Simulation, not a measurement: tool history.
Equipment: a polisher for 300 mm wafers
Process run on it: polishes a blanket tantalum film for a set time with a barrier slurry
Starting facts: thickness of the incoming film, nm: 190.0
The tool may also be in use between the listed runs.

run	hour	flow of slurry (ml/min)	pressure of the wafer on the pad (psi)	speed of the pad under the wafer (m/s)	abrasive content of the slurry	polishing time (s)	film removed (Å)
1	0.0	140	2.2	1.12	1.0	42	881.44
2	8.2	155	2.5	1.12	1.0	42	1018.50
3	10.2	135	2.5	1.12	1.0	42	1002.30
4	12.4	145	2.7	1.12	1.0	42	1086.10
5	17.9	145	3.2	1.12	1.0	42	1289.00
6	24.5	175	3.2	1.12	1.0	42	1320.80
7	29.5	175	3.2	1.12	1.0	42	1325.90
8	34.4	180	3.2	1.12	1.0	42	1331.70

For run 9, what comes out?
9	37.0	185	3.2	1.12	1.0	42	?

Run 9 gave film removed (Å) 1334.40.
